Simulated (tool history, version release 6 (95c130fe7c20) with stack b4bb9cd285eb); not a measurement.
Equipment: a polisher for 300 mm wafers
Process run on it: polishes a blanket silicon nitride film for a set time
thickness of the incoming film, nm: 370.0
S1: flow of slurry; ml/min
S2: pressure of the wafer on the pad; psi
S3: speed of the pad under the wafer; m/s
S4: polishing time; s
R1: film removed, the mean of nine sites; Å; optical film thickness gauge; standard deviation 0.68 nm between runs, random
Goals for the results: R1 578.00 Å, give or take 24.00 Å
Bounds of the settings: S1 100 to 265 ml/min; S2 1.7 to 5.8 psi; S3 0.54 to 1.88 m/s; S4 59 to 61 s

| run | hour | S1 | S2 | S3 | S4 | R1 |
|---|---|---|---|---|---|---|
| 1 | 0.0 | 170 | 3.7 | 1.20 | 59 | 1042.10 |
| 2 | 7.5 | 170 | 3.7 | 1.20 | 61 | 1085.20 |
| 3 | 13.5 | 170 | 3.4 | 1.18 | 61 | 975.23 |
| 4 | 18.5 | 170 | 3.2 | 1.18 | 61 | 938.17 |
| 5 | 22.9 | 170 | 3.2 | 0.88 | 61 | 742.85 |
| 6 | 25.5 | 170 | 3.1 | 0.88 | 61 | 715.98 |
| 7 | 29.9 | 170 | 3.0 | 0.88 | 61 | 692.50 |
| 8 | 35.3 | 170 | 2.9 | 0.88 | 61 | 679.24 |
| 9 | 38.3 | 165 | 2.2 | 0.86 | 61 | 509.43 |

Which one of the following 5 next-run settings gets every result inside its allowed miss? There is exactly one.
| A | 41.3 | 155 | 2.5 | 0.78 | 61 | ? |
| B | 41.3 | 165 | 2.3 | 0.88 | 61 | ? |
| C | 41.3 | 160 | 2.7 | 0.80 | 61 | ? |
| D | 41.3 | 165 | 2.3 | 1.06 | 61 | ? |
| E | 41.3 | 230 | 2.2 | 0.88 | 59 | ? |

| move | R1 |
|---|---|
| A | 520.99 |
| B | 535.49 |
| C | 575.44 |
| D | 621.46 |
| E | 519.92 |
A: an improvement on the last run, though not all results are within tolerance
B: an improvement on the last run, though not all results are within tolerance
C: meets every target
D: the result that was furthest off in the last run now lies on the other side of its target
E: an improvement on the last run, though not all results are within tolerance
Go with C: it meets all targets.
